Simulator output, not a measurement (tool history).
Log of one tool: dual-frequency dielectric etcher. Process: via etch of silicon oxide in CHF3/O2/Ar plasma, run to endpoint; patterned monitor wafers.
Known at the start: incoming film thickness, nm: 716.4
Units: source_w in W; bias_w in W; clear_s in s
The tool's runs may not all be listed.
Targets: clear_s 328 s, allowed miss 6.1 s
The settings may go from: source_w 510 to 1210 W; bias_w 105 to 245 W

| run | day | source_w | bias_w | clear_s |
|---|---|---|---|---|
| 1 | 0 | 860 | 175 | 299.52 |
| 2 | 0.083 | 720 | 175 | 314.12 |
| 3 | 0.375 | 820 | 175 | 302.93 |
| 4 | 0.571 | 780 | 173 | 307.84 |
| 5 | 0.688 | 750 | 171 | 313.45 |
|  | 0.854 | source power generator calibrated |
| 6 | 0.854 | 830 | 171 | 305.98 |
| 7 | 1.229 | 790 | 169 | 312.9 |
| 8 | 1.438 | 770 | 168 | 315.23 |
| 9 | 1.554 | 750 | 167 | 317.38 |

Which of these 5 next moves meets every target?
| A | 1.671 | 750 | 151 | ? |
| B | 1.671 | 1060 | 113 | ? |
| C | 1.671 | 760 | 171 | ? |
| D | 1.671 | 740 | 132 | ? |
| E | 1.671 | 760 | 181 | ? |

| move | clear_s |
|---|---|
| A | 329.3 |
| B | 313.86 |
| C | 317.9 |
| D | 341.4 |
| E | 313.27 |
A: meets every target
B: further off than the last run
C: as far off as the last run
D: takes the result that was furthest off past its target
E: further off than the last run
The right move is A.
